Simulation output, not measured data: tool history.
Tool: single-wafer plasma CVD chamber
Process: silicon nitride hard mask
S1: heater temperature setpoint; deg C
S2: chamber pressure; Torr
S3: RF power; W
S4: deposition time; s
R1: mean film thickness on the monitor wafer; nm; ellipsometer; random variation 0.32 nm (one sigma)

{"run": 1, "day": 0.0, "S1": 405, "S2": 1.32, "S3": 385, "S4": 41.4, "R1": 49.524}
{"run": 2, "day": 0.288, "S1": 405, "S2": 1.19, "S3": 385, "S4": 41.4, "R1": 47.637}
{"run": 3, "day": 0.379, "S1": 405, "S2": 1.19, "S3": 335, "S4": 41.4, "R1": 44.584}
{"run": 4, "day": 0.629, "S1": 395, "S2": 1.19, "S3": 335, "S4": 41.4, "R1": 45.138}
{"run": 5, "day": 0.975, "S1": 395, "S2": 1.28, "S3": 335, "S4": 41.4, "R1": 45.291}
{"run": 6, "day": 1.2, "S1": 403, "S2": 1.28, "S3": 335, "S4": 41.4, "R1": 45.603}
{"run": 7, "day": 1.229, "S1": 403, "S2": 1.38, "S3": 345, "S4": 41.4, "R1": 47.117}
{"run": 8, "day": 1.25, "S1": 403, "S2": 1.46, "S3": 355, "S4": 41.4, "R1": 49.052}
{"run": 9, "day": 1.596, "S1": 403, "S2": 1.53, "S3": 360, "S4": 41.4, "R1": 50.111}
{"run": 10, "day": 1.733, "S1": 403, "S2": 1.53, "S3": 360, "S4": 41.4, "R1": 49.241}
{"run": 11, "day": 1.867, "S1": 403, "S2": 1.58, "S3": 370, "S4": 41.4, "R1": 51.026}
{"run": 12, "day": 2.067, "S1": 403, "S2": 1.62, "S3": 375, "S4": 41.4, "R1": 51.367}
{"run": 13, "day": 2.379, "S1": 403, "S2": 1.65, "S3": 380, "S4": 41.4, "R1": 52.095}

Run 14 comes next. What will it give?
{"run": 14, "day": 2.738, "S1": 403, "S2": 1.68, "S3": 385, "S4": 41.4, "R1": "?"}

Run 14 gave R1 53.234 nm.

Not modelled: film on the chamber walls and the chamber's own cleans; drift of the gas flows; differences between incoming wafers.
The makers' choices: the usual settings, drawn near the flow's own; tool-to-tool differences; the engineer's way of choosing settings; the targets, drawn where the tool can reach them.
